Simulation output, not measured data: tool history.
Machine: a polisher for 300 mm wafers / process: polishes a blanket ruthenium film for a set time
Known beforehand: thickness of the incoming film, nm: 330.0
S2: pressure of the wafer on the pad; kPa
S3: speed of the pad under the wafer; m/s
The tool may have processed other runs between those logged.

{"run": 1, "hour": 0.0, "flow of slurry (ml/min)": 190, "S2": 18.6, "S3": 1.04, "polishing time (s)": 92, "film removed (angstrom)": 1403.3}
{"run": 2, "hour": 3.9, "flow of slurry (ml/min)": 190, "S2": 18.6, "S3": 0.94, "polishing time (s)": 92, "film removed (angstrom)": 1282.0}
{"run": 3, "hour": 11.1, "flow of slurry (ml/min)": 190, "S2": 18.6, "S3": 0.82, "polishing time (s)": 92, "film removed (angstrom)": 1151.6}
{"run": 4, "hour": 19.7, "flow of slurry (ml/min)": 190, "S2": 15.9, "S3": 0.82, "polishing time (s)": 92, "film removed (angstrom)": 966.56}
{"run": 5, "hour": 25.7, "flow of slurry (ml/min)": 190, "S2": 15.9, "S3": 0.82, "polishing time (s)": 97, "film removed (angstrom)": 1004.8}
{"run": 6, "hour": 33.5, "flow of slurry (ml/min)": 190, "S2": 14.5, "S3": 0.82, "polishing time (s)": 97, "film removed (angstrom)": 939.71}
{"run": 7, "hour": 40.3, "flow of slurry (ml/min)": 190, "S2": 13.1, "S3": 0.82, "polishing time (s)": 97, "film removed (angstrom)": 855.07}

The next listed run, before its measurement:
{"run": 8, "hour": 41.7, "flow of slurry (ml/min)": 190, "S2": 12.4, "S3": 0.82, "polishing time (s)": 97, "film removed (angstrom)": "?"}

{"run 8": {"film removed (angstrom)": 799.53}}
